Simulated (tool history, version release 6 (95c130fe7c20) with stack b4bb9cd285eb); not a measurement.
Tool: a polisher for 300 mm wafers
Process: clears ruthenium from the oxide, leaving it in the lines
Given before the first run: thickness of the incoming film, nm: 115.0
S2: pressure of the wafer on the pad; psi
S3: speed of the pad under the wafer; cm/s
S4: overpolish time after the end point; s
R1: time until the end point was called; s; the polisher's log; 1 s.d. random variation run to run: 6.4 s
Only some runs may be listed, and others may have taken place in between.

run 1 day=0.000 | flow_of_slurry_(ml/min)=175 S2=1.5 S3=92 S4=49 | R1=141.56
run 2 day=0.188 | flow_of_slurry_(ml/min)=175 S2=1.5 S3=92 S4=49 | R1=145.75
run 3 day=0.288 | flow_of_slurry_(ml/min)=140 S2=1.5 S3=92 S4=49 | R1=146.99
run 4 day=0.650 | flow_of_slurry_(ml/min)=140 S2=1.5 S3=102 S4=49 | R1=128.90
run 5 day=0.858 | flow_of_slurry_(ml/min)=105 S2=1.5 S3=102 S4=49 | R1=139.44
run 6 day=1.104 | flow_of_slurry_(ml/min)=105 S2=1.4 S3=96 S4=49 | R1=164.84

Predict the results of run 7:
run 7 day=1.167 | flow_of_slurry_(ml/min)=105 S2=1.3 S3=94 S4=49 | R1=?

For run 7 the tool returned R1 179.40 s.
